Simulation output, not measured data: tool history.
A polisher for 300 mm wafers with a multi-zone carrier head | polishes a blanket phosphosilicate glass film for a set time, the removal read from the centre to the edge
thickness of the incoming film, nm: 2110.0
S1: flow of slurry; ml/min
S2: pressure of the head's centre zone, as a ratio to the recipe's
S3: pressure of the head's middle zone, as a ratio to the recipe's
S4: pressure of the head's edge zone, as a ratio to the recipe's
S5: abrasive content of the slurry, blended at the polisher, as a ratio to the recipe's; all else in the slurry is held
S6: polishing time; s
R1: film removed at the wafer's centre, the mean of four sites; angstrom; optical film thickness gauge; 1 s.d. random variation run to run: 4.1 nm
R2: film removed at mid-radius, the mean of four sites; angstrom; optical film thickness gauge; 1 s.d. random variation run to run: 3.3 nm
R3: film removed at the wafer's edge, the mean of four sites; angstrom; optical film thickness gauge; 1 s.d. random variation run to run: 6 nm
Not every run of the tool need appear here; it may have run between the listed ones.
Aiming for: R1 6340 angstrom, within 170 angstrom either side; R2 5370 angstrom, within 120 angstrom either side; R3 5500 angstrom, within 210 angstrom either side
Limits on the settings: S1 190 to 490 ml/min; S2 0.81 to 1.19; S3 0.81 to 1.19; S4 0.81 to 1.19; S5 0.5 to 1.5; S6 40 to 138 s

Run 1, hour 0: S1 315 ml/min, S2 1, S3 1, S4 1, S5 1, S6 88 s. Result: R1 3811.8 angstrom, R2 3856.3 angstrom, R3 3934.5 angstrom.
Run 2, hour 3.8: S1 315 ml/min, S2 1, S3 1, S4 1, S5 0.85, S6 88 s. Result: R1 3655.9 angstrom, R2 3685 angstrom, R3 3759.9 angstrom.
Run 3, hour 4.9: S1 340 ml/min, S2 1.06, S3 1.01, S4 1.02, S5 1.05, S6 91 s. Result: R1 4252.5 angstrom, R2 4100 angstrom, R3 4145.4 angstrom.
Run 4, hour 11.9: S1 345 ml/min, S2 1.1, S3 1.01, S4 1.03, S5 1.2, S6 95 s. Result: R1 4780.6 angstrom, R2 4443 angstrom, R3 4626.3 angstrom.
Run 5, hour 18.7: S1 345 ml/min, S2 1.1, S3 1.01, S4 1.03, S5 1.2, S6 103 s. Result: R1 5171.3 angstrom, R2 4790.9 angstrom, R3 4972.4 angstrom.
Run 6, hour 20.8: S1 360 ml/min, S2 1.13, S3 1.01, S4 1.01, S5 1.3, S6 104 s. Result: R1 5531.8 angstrom, R2 4958.6 angstrom, R3 5015.8 angstrom.
Run 7, hour 27: S1 370 ml/min, S2 1.15, S3 1.01, S4 1.02, S5 1.35, S6 105 s. Result: R1 5804 angstrom, R2 5064.4 angstrom, R3 5273.7 angstrom.
Run 8, hour 30.2: S1 375 ml/min, S2 1.16, S3 1.02, S4 1.02, S5 1.4, S6 105 s. Result: R1 5858.8 angstrom, R2 5157 angstrom, R3 5297.5 angstrom.
Run 9, hour 33.8: S1 375 ml/min, S2 1.17, S3 1.02, S4 1.01, S5 1.45, S6 106 s. Result: R1 5999.5 angstrom, R2 5306.2 angstrom, R3 5438.7 angstrom.
Run 10, hour 38.9: S1 390 ml/min, S2 1.18, S3 1.01, S4 1, S5 1.45, S6 107 s. Result: R1 6212.1 angstrom, R2 5248.6 angstrom, R3 5420.6 angstrom.

Of the 5 settings listed for the next run, only one would bring every result within its allowed miss of target. Which one?
Run A, hour 44: S1 490 ml/min, S2 1.13, S3 1, S4 0.92, S5 1.4, S6 114 s. Result: R1 ?, R2 ?, R3 ?.
Run B, hour 44: S1 340 ml/min, S2 1.15, S3 1.03, S4 1.04, S5 1.5, S6 107 s. Result: R1 ?, R2 ?, R3 ?.
Run C, hour 44: S1 370 ml/min, S2 1.15, S3 0.92, S4 1.15, S5 1.5, S6 112 s. Result: R1 ?, R2 ?, R3 ?.
Run D, hour 44: S1 455 ml/min, S2 1.11, S3 1.08, S4 0.84, S5 1.35, S6 110 s. Result: R1 ?, R2 ?, R3 ?.
Run E, hour 44: S1 315 ml/min, S2 1.18, S3 1.01, S4 0.98, S5 1.45, S6 111 s. Result: R1 ?, R2 ?, R3 ?.

move      R1      R2      R3
   A  6357.5  5626.8    5458
   B  6002.9  5313.4  5415.9
   C  6332.5  5290.9  6003.7
   D  5936.8  5571.4  4981.9
   E  6280.2  5366.1    5379
A: takes the result that was furthest off past its target
B: brings the last run's worst result on target, with another outside its allowed miss
C: brings the last run's worst result on target, with another outside its allowed miss
D: takes the result that was furthest off past its target
E: every result within its allowed miss
E meets every target.

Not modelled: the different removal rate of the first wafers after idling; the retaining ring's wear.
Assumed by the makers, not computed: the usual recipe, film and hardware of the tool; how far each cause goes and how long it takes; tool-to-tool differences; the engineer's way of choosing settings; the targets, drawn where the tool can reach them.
